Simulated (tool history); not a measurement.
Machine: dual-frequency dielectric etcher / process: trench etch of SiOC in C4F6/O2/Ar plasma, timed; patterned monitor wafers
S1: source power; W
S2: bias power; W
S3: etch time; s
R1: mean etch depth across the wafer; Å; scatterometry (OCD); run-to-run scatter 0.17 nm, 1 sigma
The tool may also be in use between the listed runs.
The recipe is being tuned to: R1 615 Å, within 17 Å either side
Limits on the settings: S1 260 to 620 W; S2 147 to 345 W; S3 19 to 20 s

run   hour   S1   S2  S3      R1
  1      0  440  246  19     495
  2      4  460  253  19   505.9
  3     12  460  238  19  499.17
  4   16.2  470  246  19  507.45
  5   18.4  480  253  19  518.65
  6   20.4  490  258  19  524.59
  7   24.9  490  258  19  525.77
  8   26.6  500  263  19   533.3
  9   34.5  510  268  19  537.66
 10   39.3  520  273  19   545.7
 11   48.1  530  277  19  554.19
 12   56.6  540  281  19  560.42
 13     64  550  284  19   566.4
 14   71.6  560  287  19  574.01
 15   76.6  570  290  19  577.44
 16   81.8  570  293  19  581.98
 17   89.2  570  295  19  581.55
 18   95.3  570  297  19  585.15
 19  104.3  570  299  19  586.66

Which of these 5 next moves meets every target?
  A  113.3  500  341    19   ?
  B  113.3  530  287    19   ?
  C  113.3  500  291    19   ?
  D  113.3  520  279  19.5   ?
  E  113.3  590  285    20   ?

move      R1
   A   577.1
   B  559.16
   C  548.28
   D  564.36
   E  613.75
A: its largest miss is bigger than the last run's
B: its largest miss is bigger than the last run's
C: its largest miss is bigger than the last run's
D: its largest miss is bigger than the last run's
E: in spec on every target
E is the move that brings every result within its allowed miss.
